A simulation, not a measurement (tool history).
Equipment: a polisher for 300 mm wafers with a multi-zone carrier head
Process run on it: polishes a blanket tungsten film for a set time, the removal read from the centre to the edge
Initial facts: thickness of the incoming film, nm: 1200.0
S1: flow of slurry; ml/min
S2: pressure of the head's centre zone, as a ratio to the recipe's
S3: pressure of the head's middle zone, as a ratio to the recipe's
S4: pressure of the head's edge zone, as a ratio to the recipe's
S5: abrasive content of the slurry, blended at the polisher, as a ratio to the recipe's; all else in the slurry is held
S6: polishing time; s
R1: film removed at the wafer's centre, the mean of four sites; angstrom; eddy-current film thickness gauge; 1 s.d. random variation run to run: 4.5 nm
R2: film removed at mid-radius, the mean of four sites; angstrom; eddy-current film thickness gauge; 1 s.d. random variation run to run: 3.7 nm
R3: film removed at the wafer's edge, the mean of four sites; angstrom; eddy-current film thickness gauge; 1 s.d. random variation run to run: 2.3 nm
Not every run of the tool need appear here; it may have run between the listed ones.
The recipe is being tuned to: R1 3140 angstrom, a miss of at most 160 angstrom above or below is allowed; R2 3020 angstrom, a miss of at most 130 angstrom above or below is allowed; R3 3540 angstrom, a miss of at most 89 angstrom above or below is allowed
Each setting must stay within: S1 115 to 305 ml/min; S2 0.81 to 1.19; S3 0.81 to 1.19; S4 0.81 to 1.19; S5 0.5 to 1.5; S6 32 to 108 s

run  hour   S1    S2    S3    S4    S5  S6      R1      R2      R3
  1     0  195     1     1     1     1  70  2202.8  2300.8    2269
  2   8.7  195  0.93     1     1     1  70  2041.4  2277.1  2258.5
  3    16  200  0.95  0.97  1.05  1.15  75    2411  2482.1  2569.5
  4  23.6  200  0.91  0.97  1.05  1.15  75  2270.7    2496  2622.4
  5  28.5  200  0.91  0.97  0.99  1.15  75  2225.7  2503.8  2486.3
  6  31.9  205  0.91  0.95  1.05  1.25  78  2399.5  2604.1  2727.8
  7  34.1  205  0.92  0.94  1.09   1.3  81  2564.7  2739.6  2918.5
  8  39.2  210  0.93  0.92  1.12  1.35  83  2667.6  2768.8  3061.6
  9  46.7  215  0.94  0.91  1.14   1.4  85  2825.7  2890.8  3232.9
 10  54.4  225  0.95   0.9  1.15  1.45  86  2895.3  2924.9  3353.5
 11  61.9  235  0.97   0.9  1.16  1.45  86  2990.1    2977  3342.3
 12  64.5  235  0.97  0.89  1.17  1.45  87  3009.5    2985  3432.3
 13    69  240  0.98  0.89  1.18  1.45  87  3097.6  2930.4    3394

Which single option among these 4 for the next run brings every result within its allowed miss of target? Just one does.
  A  73.5  185  0.97  0.94  1.09  1.45  87   ?   ?   ?
  B  73.5  245  0.98  0.88  1.19   1.5  88   ?   ?   ?
  C  73.5  240  1.05  1.01  1.07  1.45  83   ?   ?   ?
  D  73.5  275  1.04  1.01  1.12   1.4  87   ?   ?   ?

move      R1      R2      R3
   A  2955.2  3017.7  3223.2
   B  3189.8  3065.7  3538.2
   C  3190.9    3149    3137
   D  3343.3  3325.6  3370.4
A: moves away from the targets compared with the last run
B: meets every target
C: moves away from the targets compared with the last run
D: moves away from the targets compared with the last run
Move B is the one to make.

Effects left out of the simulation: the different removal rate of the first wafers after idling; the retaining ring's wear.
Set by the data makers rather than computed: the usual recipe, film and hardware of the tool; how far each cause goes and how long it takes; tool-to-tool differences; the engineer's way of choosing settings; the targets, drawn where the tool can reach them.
